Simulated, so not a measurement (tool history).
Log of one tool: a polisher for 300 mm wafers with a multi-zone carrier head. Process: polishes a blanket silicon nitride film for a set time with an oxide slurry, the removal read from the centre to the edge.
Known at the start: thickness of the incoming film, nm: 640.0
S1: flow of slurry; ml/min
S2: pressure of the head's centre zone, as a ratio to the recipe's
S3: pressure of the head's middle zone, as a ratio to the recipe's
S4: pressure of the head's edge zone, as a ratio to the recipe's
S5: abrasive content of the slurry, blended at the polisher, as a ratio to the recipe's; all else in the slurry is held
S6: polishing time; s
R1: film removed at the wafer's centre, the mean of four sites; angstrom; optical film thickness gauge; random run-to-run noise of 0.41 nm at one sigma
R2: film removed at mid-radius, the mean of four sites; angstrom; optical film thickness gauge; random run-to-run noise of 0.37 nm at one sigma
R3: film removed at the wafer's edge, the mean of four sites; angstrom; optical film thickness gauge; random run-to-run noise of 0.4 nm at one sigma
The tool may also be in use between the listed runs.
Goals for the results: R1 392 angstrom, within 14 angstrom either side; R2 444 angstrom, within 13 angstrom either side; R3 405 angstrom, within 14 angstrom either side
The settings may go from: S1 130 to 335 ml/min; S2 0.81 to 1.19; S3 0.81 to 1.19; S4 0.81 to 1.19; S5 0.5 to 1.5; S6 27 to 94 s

run    day   S1    S2    S3    S4    S5  S6      R1      R2      R3
  1      0  215     1     1     1     1  60   354.2  357.35  353.01
  2  0.233  215     1  0.92     1     1  60  357.21  339.73  360.38
  3  0.492  225     1  0.96  1.02  1.05  60  369.59  358.47  374.95
  4  0.608  235     1  0.99  1.03  1.05  60  366.35  360.27  367.82
  5  0.729  230  0.99  1.01  1.03   1.1  60  371.89  376.56  375.01
  6  0.904  230  0.98  1.03  1.04  1.15  60  367.98  390.03  382.29
  7  1.254  235  0.98  1.05  1.04  1.15  60  379.27  397.96  391.08
  8  1.583  240  0.98  1.07  1.04  1.15  60  372.17  404.55  389.43
  9  1.858  245  0.98  1.08  1.04  1.15  60  374.53  409.26  388.13
 10  2.192  250  0.98  1.09  1.04  1.15  60  375.25  405.25  389.29
 11  2.454  250  0.98   1.1  1.04  1.15  60   374.1  412.29  388.81
 12  2.554  255  0.98  1.11  1.04  1.15  60  381.16  411.53  392.41
 13  2.588  255  0.98  1.12  1.04  1.15  60  368.62  415.95  387.27

Which of these 5 next moves meets every target?
  A  2.621  240  0.98  1.11  1.11   1.1  61   ?   ?   ?
  B  2.621  285     1  1.01  0.98  1.35  57   ?   ?   ?
  C  2.621  305  0.94  0.98  1.06  1.25  61   ?   ?   ?
  D  2.621  225  0.88  1.01  1.16  0.95  65   ?   ?   ?
  E  2.621  275     1  1.19  1.08  0.95  66   ?   ?   ?

move      R1      R2      R3
   A  373.96  407.51  399.34
   B  388.79  387.73  381.69
   C  383.59  397.58     415
   D  337.53     382  410.76
   E   395.4  444.04  406.23
A: lands further from the targets than the last run did
B: lands further from the targets than the last run did
C: lands further from the targets than the last run did
D: lands further from the targets than the last run did
E: every result lands within tolerance
The move that meets every target is E.
